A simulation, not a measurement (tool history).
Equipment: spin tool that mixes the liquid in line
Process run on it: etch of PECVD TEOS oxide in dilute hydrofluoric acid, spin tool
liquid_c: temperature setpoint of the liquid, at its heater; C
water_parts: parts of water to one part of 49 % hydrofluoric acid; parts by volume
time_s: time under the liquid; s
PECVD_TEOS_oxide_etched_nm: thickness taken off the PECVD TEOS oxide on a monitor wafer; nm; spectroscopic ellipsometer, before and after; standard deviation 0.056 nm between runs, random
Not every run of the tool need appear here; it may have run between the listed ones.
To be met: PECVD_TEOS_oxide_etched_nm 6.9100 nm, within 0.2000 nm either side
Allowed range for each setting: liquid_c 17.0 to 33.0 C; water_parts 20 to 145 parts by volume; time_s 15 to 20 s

| run | hour | liquid_c | water_parts | time_s | PECVD_TEOS_oxide_etched_nm |
|---|---|---|---|---|---|
| 1 | 0.0 | 25.0 | 80 | 20 | 2.5493 |
| 2 | 0.5 | 27.0 | 80 | 20 | 2.7785 |
| 3 | 6.8 | 28.5 | 80 | 20 | 2.9494 |
| 4 | 14.7 | 29.5 | 70 | 20 | 3.5746 |
| 5 | 22.7 | 30.0 | 65 | 20 | 3.9705 |
|  | 24.5 | thermometer replaced |
| 6 | 24.5 | 30.0 | 65 | 15 | 2.7936 |
| 7 | 30.6 | 30.5 | 55 | 15 | 3.4724 |
| 8 | 38.5 | 31.0 | 50 | 15 | 3.9334 |
| 9 | 40.9 | 31.5 | 45 | 15 | 4.4748 |
| 10 | 43.5 | 32.0 | 40 | 15 | 5.1562 |
| 11 | 47.5 | 32.0 | 35 | 15 | 5.9066 |

Below are 4 possible settings for the next run. Only one of them brings all results inside the allowed miss of their targets. Which is it?
| A | 51.5 | 33.0 | 45 | 15 | ? |
| B | 51.5 | 32.0 | 40 | 20 | ? |
| C | 51.5 | 33.0 | 40 | 15 | ? |
| D | 51.5 | 32.5 | 45 | 15 | ? |

| move | PECVD_TEOS_oxide_etched_nm |
|---|---|
| A | 4.7222 |
| B | 6.8706 |
| C | 5.3572 |
| D | 4.6320 |
A: misses by more than the last run did
B: hits every target within its allowed miss
C: misses by more than the last run did
D: misses by more than the last run did
Move B is the one to make.

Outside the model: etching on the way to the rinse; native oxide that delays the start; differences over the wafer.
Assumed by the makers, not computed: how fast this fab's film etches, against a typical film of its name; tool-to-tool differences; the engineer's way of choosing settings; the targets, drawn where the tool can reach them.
